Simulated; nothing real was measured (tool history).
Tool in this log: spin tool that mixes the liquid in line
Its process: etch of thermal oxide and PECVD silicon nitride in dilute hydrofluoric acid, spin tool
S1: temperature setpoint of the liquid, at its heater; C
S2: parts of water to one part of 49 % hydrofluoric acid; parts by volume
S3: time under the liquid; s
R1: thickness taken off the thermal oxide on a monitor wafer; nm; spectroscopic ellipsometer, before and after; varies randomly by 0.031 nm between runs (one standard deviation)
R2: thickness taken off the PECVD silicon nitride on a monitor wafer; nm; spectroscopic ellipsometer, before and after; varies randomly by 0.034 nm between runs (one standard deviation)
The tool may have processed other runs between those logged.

{"run": 1, "hour": 0.0, "S1": 24, "S2": 205, "S3": 180, "R1": 3.6774, "R2": 4.7823}
{"run": 2, "hour": 1.7, "S1": 23, "S2": 190, "S3": 175, "R1": 3.8173, "R2": 4.6628}
{"run": 3, "hour": 9.3, "S1": 22.5, "S2": 180, "S3": 175, "R1": 4.0304, "R2": 4.7436}
{"run": 4, "hour": 12.6, "S1": 26, "S2": 180, "S3": 175, "R1": 4.5731, "R2": 5.9475}
{"run": 5, "hour": 18.7, "S1": 23.5, "S2": 180, "S3": 175, "R1": 4.1458, "R2": 5.1422}
{"run": 6, "hour": 20.2, "S1": 23.5, "S2": 215, "S3": 175, "R1": 3.2713, "R2": 4.3066}
{"run": 7, "hour": 21.7, "S1": 19.5, "S2": 135, "S3": 135, "R1": 3.8187, "R2": 3.9923}

What will run 8 give?
{"run": 8, "hour": 23.1, "S1": 19.5, "S2": 130, "S3": 135, "R1": "?", "R2": "?"}

Run 8 produced R1 3.9529 nm, R2 4.1418 nm.
